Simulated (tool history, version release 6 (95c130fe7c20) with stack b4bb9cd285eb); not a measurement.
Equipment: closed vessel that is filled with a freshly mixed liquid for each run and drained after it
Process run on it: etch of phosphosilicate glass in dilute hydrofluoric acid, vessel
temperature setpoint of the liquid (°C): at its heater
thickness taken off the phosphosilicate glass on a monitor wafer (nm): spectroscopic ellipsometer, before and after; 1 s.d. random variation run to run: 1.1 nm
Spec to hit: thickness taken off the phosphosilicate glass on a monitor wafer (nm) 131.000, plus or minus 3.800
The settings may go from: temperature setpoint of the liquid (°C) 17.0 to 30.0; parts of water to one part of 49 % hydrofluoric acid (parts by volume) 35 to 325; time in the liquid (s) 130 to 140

| run | hour | temperature setpoint of the liquid (°C) | parts of water to one part of 49 % hydrofluoric acid (parts by volume) | time in the liquid (s) | thickness taken off the phosphosilicate glass on a monitor wafer (nm) |
|---|---|---|---|---|---|
| 1 | 0.0 | 22.0 | 180 | 130 | 47.396 |
| 2 | 3.0 | 22.0 | 115 | 130 | 79.841 |
| 3 | 9.9 | 24.0 | 110 | 130 | 89.079 |
| 4 | 15.0 | 21.5 | 110 | 130 | 81.475 |
| 5 | 21.0 | 23.5 | 105 | 130 | 91.632 |
| 6 | 23.0 | 25.0 | 100 | 130 | 104.470 |
| 7 | 28.2 | 25.0 | 100 | 130 | 103.810 |
| 8 | 30.9 | 26.0 | 100 | 130 | 108.710 |
| 9 | 38.6 | 27.0 | 100 | 130 | 111.780 |
| 10 | 46.4 | 27.5 | 100 | 130 | 116.830 |
| 11 | 48.0 | 28.0 | 100 | 130 | 117.930 |
| 12 | 52.1 | 28.5 | 100 | 130 | 118.940 |
| 13 | 60.5 | 29.0 | 100 | 130 | 120.730 |

Pick the move, out of 4, that brings all results within their allowed miss; only one does.
| A | 68.9 | 27.0 | 105 | 130 | ? |
| B | 68.9 | 29.5 | 110 | 130 | ? |
| C | 68.9 | 28.0 | 90 | 130 | ? |
| D | 68.9 | 26.0 | 85 | 140 | ? |

| move | thickness taken off the phosphosilicate glass on a monitor wafer (nm) |
|---|---|
| A | 106.300 |
| B | 110.800 |
| C | 131.490 |
| D | 139.640 |
A: the biggest miss grows against the last run
B: the biggest miss grows against the last run
C: all results in spec
D: the result that was furthest off in the last run now lies on the other side of its target
Move C is the one to make.
